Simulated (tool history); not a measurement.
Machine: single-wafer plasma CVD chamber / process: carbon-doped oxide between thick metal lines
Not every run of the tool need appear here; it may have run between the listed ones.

run	hour	heater temperature setpoint (deg C)	chamber pressure (Pa)	RF power (W)	deposition time (s)	mean film thickness on the monitor wafer (nm)
1	0	350	921	435	100.7	498.98
2	3.6	341	921	435	100.7	509.05
3	5.6	341	921	435	104.1	525.77
4	8	332	921	435	104.1	538.95
5	15.1	331	941	445	104.1	553.22
6	20.4	342	941	445	104.1	536
7	23.5	340	971	450	104.1	547.94

Run 8 comes next. What will it give?
8	24.6	339	1013	450	104.1	?

{"run 8": {"mean film thickness on the monitor wafer (nm)": 546.95}}
